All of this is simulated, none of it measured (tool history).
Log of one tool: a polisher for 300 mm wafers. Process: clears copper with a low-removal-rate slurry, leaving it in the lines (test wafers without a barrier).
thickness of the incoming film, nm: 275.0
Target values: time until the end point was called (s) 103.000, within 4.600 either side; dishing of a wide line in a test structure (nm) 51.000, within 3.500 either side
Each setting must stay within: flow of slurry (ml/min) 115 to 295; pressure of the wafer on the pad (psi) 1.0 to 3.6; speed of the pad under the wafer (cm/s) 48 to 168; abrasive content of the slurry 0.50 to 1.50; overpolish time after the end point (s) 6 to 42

run	hour	flow of slurry (ml/min)	pressure of the wafer on the pad (psi)	speed of the pad under the wafer (cm/s)	abrasive content of the slurry	overpolish time after the end point (s)	time until the end point was called (s)	dishing of a wide line in a test structure (nm)
1	0.0	190	2.3	108	1.00	21	121.720	31.111
2	6.8	190	2.4	108	1.00	22	113.020	33.306
3	15.3	190	2.4	108	1.00	23	116.820	36.153
4	23.5	190	2.5	108	1.00	24	107.710	38.697
5	25.4	190	2.5	108	1.00	25	109.030	38.535
6	27.6	190	2.8	108	1.00	25	100.460	42.587
7	32.0	190	2.8	108	1.00	26	100.520	44.754
8	32.8	190	2.8	108	1.00	27	96.469	47.133
9	36.4	190	2.8	108	1.00	28	98.711	47.786
10	43.4	190	2.8	108	1.00	28	98.627	47.774

4 candidate next runs follow, results not yet known. Just one meets every target within its allowed miss. Identify it.
A	50.4	175	3.0	92	1.20	31	?	?
B	50.4	235	2.5	128	1.25	27	?	?
C	50.4	195	2.9	104	1.00	23	?	?
D	50.4	160	2.5	118	0.95	27	?	?

move	time until the end point was called (s)	dishing of a wide line in a test structure (nm)
A	100.930	53.281
B	90.391	51.359
C	97.241	42.570
D	105.930	44.975
A: hits every target within its allowed miss
B: lands further from the targets than the last run did
C: lands further from the targets than the last run did
D: the furthest-off result lands on target, but another misses its tolerance
Correct choice: A, which meets every target

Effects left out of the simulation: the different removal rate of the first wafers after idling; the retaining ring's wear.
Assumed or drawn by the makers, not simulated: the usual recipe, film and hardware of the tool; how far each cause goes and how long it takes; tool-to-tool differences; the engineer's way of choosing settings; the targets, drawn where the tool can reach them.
